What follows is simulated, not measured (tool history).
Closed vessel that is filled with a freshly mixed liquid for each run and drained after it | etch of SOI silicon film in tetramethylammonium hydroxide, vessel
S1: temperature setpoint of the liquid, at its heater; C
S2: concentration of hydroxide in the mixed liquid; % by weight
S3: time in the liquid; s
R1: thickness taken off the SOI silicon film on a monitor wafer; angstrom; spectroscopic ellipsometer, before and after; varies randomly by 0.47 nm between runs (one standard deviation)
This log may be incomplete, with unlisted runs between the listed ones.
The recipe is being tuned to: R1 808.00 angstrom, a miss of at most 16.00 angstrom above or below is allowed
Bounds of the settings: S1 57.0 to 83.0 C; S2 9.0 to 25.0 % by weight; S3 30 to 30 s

Run 1, hour 0.0: S1 70.0 C, S2 18.0 % by weight, S3 30 s. Result: R1 1553.00 angstrom.
Run 2, hour 5.6: S1 67.0 C, S2 18.0 % by weight, S3 30 s. Result: R1 1308.70 angstrom.
Run 3, hour 8.1: S1 64.5 C, S2 18.0 % by weight, S3 30 s. Result: R1 1118.60 angstrom.
Run 4, hour 9.2: S1 64.5 C, S2 20.0 % by weight, S3 30 s. Result: R1 1077.00 angstrom.
Run 5, hour 17.1: S1 68.5 C, S2 20.0 % by weight, S3 30 s. Result: R1 1362.60 angstrom.
Run 6, hour 20.7: S1 66.0 C, S2 20.0 % by weight, S3 30 s. Result: R1 1181.80 angstrom.
Run 7, hour 28.3: S1 64.0 C, S2 20.0 % by weight, S3 30 s. Result: R1 1042.60 angstrom.
Run 8, hour 34.5: S1 62.5 C, S2 20.0 % by weight, S3 30 s. Result: R1 950.54 angstrom.
Run 9, hour 39.1: S1 61.5 C, S2 20.0 % by weight, S3 30 s. Result: R1 906.43 angstrom.
Run 10, hour 48.0: S1 61.0 C, S2 20.0 % by weight, S3 30 s. Result: R1 871.33 angstrom.
Run 11, hour 53.7: S1 60.5 C, S2 20.0 % by weight, S3 30 s. Result: R1 837.73 angstrom.

Below are 5 possible settings for the next run. Only one of them brings all results inside the allowed miss of their targets. Which is it?
Run A, hour 59.4: S1 60.5 C, S2 18.5 % by weight, S3 30 s. Result: R1 ?.
Run B, hour 59.4: S1 61.0 C, S2 19.5 % by weight, S3 30 s. Result: R1 ?.
Run C, hour 59.4: S1 61.0 C, S2 21.0 % by weight, S3 30 s. Result: R1 ?.
Run D, hour 59.4: S1 60.5 C, S2 22.0 % by weight, S3 30 s. Result: R1 ?.
Run E, hour 59.4: S1 61.0 C, S2 17.5 % by weight, S3 30 s. Result: R1 ?.

move      R1
   A  869.08
   B  876.06
   C  845.48
   D  799.91
   E  916.83
A: its largest miss is bigger than the last run's
B: its largest miss is bigger than the last run's
C: its largest miss is bigger than the last run's
D: every result lands within tolerance
E: its largest miss is bigger than the last run's
D is the move that brings every result within its allowed miss.

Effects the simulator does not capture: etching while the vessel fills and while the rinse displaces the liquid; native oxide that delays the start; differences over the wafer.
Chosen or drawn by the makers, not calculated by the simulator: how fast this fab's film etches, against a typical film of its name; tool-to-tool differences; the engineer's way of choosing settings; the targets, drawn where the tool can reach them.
